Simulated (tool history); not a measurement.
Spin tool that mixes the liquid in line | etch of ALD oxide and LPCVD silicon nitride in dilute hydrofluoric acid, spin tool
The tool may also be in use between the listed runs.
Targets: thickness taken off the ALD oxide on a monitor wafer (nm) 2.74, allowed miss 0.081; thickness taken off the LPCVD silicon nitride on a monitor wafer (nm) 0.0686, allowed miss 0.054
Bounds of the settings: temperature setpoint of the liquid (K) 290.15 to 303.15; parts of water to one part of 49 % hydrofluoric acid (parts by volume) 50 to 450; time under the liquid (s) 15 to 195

run	hour	temperature setpoint of the liquid (K)	parts of water to one part of 49 % hydrofluoric acid (parts by volume)	time under the liquid (s)	thickness taken off the ALD oxide on a monitor wafer (nm)	thickness taken off the LPCVD silicon nitride on a monitor wafer (nm)
1	0	295.15	250	100	7.1351	0.16592
2	1.2	297.65	250	100	7.804	0.16133
3	3.6	297.65	250	80	6.2909	0.16133
4	4.5	296.65	270	80	5.4389	0.11661
5	9.1	295.65	285	80	4.9502	0.11073
6	13.5	297.15	285	80	5.2195	0.1413
7	18.2	296.15	300	80	4.7218	0.094942
8	23.4	295.65	315	80	4.3254	0.092356
9	25.2	295.15	325	80	4.0804	0.061076
10	28.8	295.15	335	80	3.8937	0.10449
11	30.8	294.15	345	80	3.6623	0.071226
12	33	293.65	355	80	3.4632	0.080203
13	34.3	293.15	360	80	3.3113	0.12142
14	38	293.15	360	80	3.3675	0.091497
15	46.7	293.15	365	80	3.2768	0.097011
16	48.2	293.15	370	80	3.2152	0.035862

Which of these 4 next moves meets every target?
A	49.7	293.65	445	85	?	?
B	49.7	295.15	380	70	?	?
C	49.7	293.65	370	95	?	?
D	49.7	292.65	390	80	?	?

move	thickness taken off the ALD oxide on a monitor wafer (nm)	thickness taken off the LPCVD silicon nitride on a monitor wafer (nm)
A	2.6983	0.063327
B	2.8916	0.06659
C	3.8601	0.084596
D	2.9283	0.063642
A: meets every target
B: nearer than the last run, and not there yet
C: further off than the last run
D: nearer than the last run, and not there yet
Move A is the one to make.
